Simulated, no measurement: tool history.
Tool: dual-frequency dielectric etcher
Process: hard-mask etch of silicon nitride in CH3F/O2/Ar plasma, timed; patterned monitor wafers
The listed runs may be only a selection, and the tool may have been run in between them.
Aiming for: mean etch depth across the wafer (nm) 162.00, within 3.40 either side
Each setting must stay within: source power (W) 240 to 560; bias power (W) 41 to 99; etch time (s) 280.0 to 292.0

run,day,source power (W),bias power (W),etch time (s),mean etch depth across the wafer (nm)
1,0.000,400,70,280.0,181.60
2,0.046,400,70,280.0,181.58
3,0.354,400,79,280.0,189.74
4,0.662,380,78,280.0,185.00
5,1.000,380,85,280.0,192.12
6,1.242,380,85,292.0,199.80
7,1.271,370,83,291.5,195.40
8,1.358,290,69,287.0,158.29

Consider the 5 candidate settings below. Which is the only one whose results all fall within their allowed miss of target?
A,1.446,240,87,292.0,?
B,1.446,240,85,285.5,?
C,1.446,280,65,288.0,?
D,1.446,240,86,280.0,?
E,1.446,270,67,292.0,?

move,mean etch depth across the wafer (nm)
A,161.46
B,156.22
C,151.54
D,154.02
E,152.82
A: every result within its allowed miss
B: the biggest miss grows against the last run
C: the biggest miss grows against the last run
D: the biggest miss grows against the last run
E: the biggest miss grows against the last run
Move A is the one to make.

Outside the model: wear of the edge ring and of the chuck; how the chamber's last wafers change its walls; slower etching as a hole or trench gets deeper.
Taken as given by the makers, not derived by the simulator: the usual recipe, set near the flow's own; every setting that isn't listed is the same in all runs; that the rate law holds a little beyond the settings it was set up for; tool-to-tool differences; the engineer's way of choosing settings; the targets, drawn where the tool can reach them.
